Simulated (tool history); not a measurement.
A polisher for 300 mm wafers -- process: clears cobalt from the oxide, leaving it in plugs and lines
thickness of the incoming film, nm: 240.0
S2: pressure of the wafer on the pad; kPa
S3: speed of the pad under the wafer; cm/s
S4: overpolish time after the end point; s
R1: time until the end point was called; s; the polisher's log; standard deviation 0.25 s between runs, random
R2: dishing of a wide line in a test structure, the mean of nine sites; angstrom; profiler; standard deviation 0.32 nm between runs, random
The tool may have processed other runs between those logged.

{"run": 1, "day": 0.0, "flow of slurry (ml/min)": 230, "S2": 14.5, "S3": 124, "S4": 13, "R1": 38.454, "R2": 428.77}
{"run": 2, "day": 0.217, "flow of slurry (ml/min)": 230, "S2": 14.5, "S3": 102, "S4": 13, "R1": 46.653, "R2": 395.72}
{"run": 3, "day": 0.288, "flow of slurry (ml/min)": 230, "S2": 14.5, "S3": 102, "S4": 9, "R1": 47.098, "R2": 327.51}
{"run": 4, "day": 0.638, "flow of slurry (ml/min)": 230, "S2": 14.5, "S3": 116, "S4": 9, "R1": 41.897, "R2": 359.66}
{"run": 5, "day": 0.838, "flow of slurry (ml/min)": 250, "S2": 15.9, "S3": 112, "S4": 8, "R1": 39.285, "R2": 337.05}
{"run": 6, "day": 1.175, "flow of slurry (ml/min)": 265, "S2": 16.5, "S3": 110, "S4": 7, "R1": 37.565, "R2": 324.49}

Expected results for the next run?
{"run": 7, "day": 1.271, "flow of slurry (ml/min)": 280, "S2": 17.2, "S3": 108, "S4": 7, "R1": "?", "R2": "?"}

R1: 36.408 s
R2: 330.74 angstrom

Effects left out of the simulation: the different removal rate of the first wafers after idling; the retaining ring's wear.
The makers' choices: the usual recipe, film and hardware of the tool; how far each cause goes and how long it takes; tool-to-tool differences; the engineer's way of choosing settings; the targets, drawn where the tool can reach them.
